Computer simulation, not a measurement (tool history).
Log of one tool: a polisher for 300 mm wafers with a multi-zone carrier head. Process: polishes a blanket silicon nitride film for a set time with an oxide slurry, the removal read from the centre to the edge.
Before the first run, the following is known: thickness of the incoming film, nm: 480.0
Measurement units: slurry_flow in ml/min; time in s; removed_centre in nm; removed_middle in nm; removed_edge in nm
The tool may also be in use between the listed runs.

run  hour  slurry_flow  centre_zone  middle_zone  edge_zone  slurry_solids  time  removed_centre  removed_middle  removed_edge
  1   0.0          300         1.00         1.00       1.00           1.00    41          32.892          32.500        33.919
  2   8.0          295         0.99         0.99       1.04           1.15    42          35.745          35.159        37.849
  3  15.2          295         1.03         0.99       1.04           1.15    42          36.209          34.946        36.863
  4  22.2          230         1.03         0.99       1.04           1.15    42          35.552          33.983        37.364
  5  28.7          230         1.03         0.99       1.04           1.15    37          31.710          30.534        32.363
  6  35.0          220         1.01         0.99       1.06           1.25    40          34.476          33.342        37.422
  7  43.0          210         1.00         1.01       1.07           1.30    42          36.576          36.242        38.971
  8  50.6          215         0.98         1.00       1.09           1.35    44          37.987          37.946        42.450
  9  56.8          220         0.97         1.00       1.11           1.40    45          38.451          40.142        43.015
 10  65.4          210         0.96         0.98       1.11           1.45    47          41.907          40.915        46.351
 11  68.8          210         0.96         0.98       1.11           1.45    47          41.509          41.642        46.469
 12  69.8          205         0.95         0.98       1.13           1.45    48          40.994          42.133        46.061
 13  72.7          200         0.92         0.98       1.08           1.45    49          40.711          43.188        48.199
 14  76.3          200         0.92         0.98       1.08           1.45    49          39.823          43.129        47.115

What does the tool deliver on the next run?
 15  77.1          195         0.92         0.97       1.09           1.45    50               ?               ?             ?

{"run 15": {"removed_centre": 41.242, "removed_middle": 43.593, "removed_edge": 48.846}}
